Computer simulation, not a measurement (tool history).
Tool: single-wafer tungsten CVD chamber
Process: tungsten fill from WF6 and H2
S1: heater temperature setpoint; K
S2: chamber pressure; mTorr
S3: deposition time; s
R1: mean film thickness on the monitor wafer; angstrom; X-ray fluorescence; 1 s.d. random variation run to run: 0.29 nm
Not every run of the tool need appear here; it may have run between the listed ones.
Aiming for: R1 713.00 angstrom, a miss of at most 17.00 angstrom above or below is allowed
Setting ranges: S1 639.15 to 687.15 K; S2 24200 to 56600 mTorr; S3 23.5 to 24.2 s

run	hour	S1	S2	S3	R1
1	0.0	663.15	40400	23.5	626.85
2	3.0	664.15	40500	23.5	633.11
3	10.4	665.15	40600	23.5	646.96
4	14.0	665.15	34700	23.5	586.18
5	17.3	670.15	34700	23.5	639.63
6	21.5	670.15	34700	24.2	657.95
7	28.7	671.15	34700	24.2	671.02
8	31.4	672.15	34700	24.2	682.66
9	38.8	673.15	34800	24.2	695.15

Which single option among these 5 for the next run brings every result within its allowed miss of target? Just one does.
A	46.2	673.15	34700	23.8	?
B	46.2	677.15	31900	23.5	?
C	46.2	669.15	44200	24.2	?
D	46.2	674.15	39200	23.8	?
E	46.2	667.15	42400	24.2	?

move	R1
A	681.26
B	679.31
C	750.48
D	747.67
E	708.14
A: its largest miss is bigger than the last run's
B: its largest miss is bigger than the last run's
C: the result that was furthest off in the last run now lies on the other side of its target
D: the result that was furthest off in the last run now lies on the other side of its target
E: all results in spec
Go with E: it meets all targets.
